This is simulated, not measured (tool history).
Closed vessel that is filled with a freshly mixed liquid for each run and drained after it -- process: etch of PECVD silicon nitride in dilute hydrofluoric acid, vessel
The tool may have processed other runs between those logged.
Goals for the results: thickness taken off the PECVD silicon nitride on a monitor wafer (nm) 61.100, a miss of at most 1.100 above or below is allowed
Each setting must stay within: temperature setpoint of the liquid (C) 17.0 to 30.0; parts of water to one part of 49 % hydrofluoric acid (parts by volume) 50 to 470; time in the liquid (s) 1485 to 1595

run	hour	temperature setpoint of the liquid (C)	parts of water to one part of 49 % hydrofluoric acid (parts by volume)	time in the liquid (s)	thickness taken off the PECVD silicon nitride on a monitor wafer (nm)
1	0.0	22.0	260	1485	31.213
2	7.9	24.5	245	1485	38.298
3	11.4	26.0	235	1485	44.173
4	20.2	27.0	230	1485	48.286
5	23.9	28.0	225	1485	51.328
6	32.2	28.5	220	1485	54.860
7	33.3	29.0	220	1485	56.772
8	40.3	29.5	220	1485	58.500
9	45.0	30.0	220	1485	59.600

Exercise: of the 4 proposed moves below, exactly one satisfies all targets within the stated allowed misses. Which move is it?
A	49.7	30.0	245	1575	?
B	49.7	27.5	200	1485	?
C	49.7	30.0	220	1570	?
D	49.7	30.0	225	1555	?

move	thickness taken off the PECVD silicon nitride on a monitor wafer (nm)
A	57.028
B	56.878
C	63.467
D	61.432
A: lands further from the targets than the last run did
B: lands further from the targets than the last run did
C: pushes the last run's worst result past its target
D: in spec on every target
Go with D: it meets all targets.
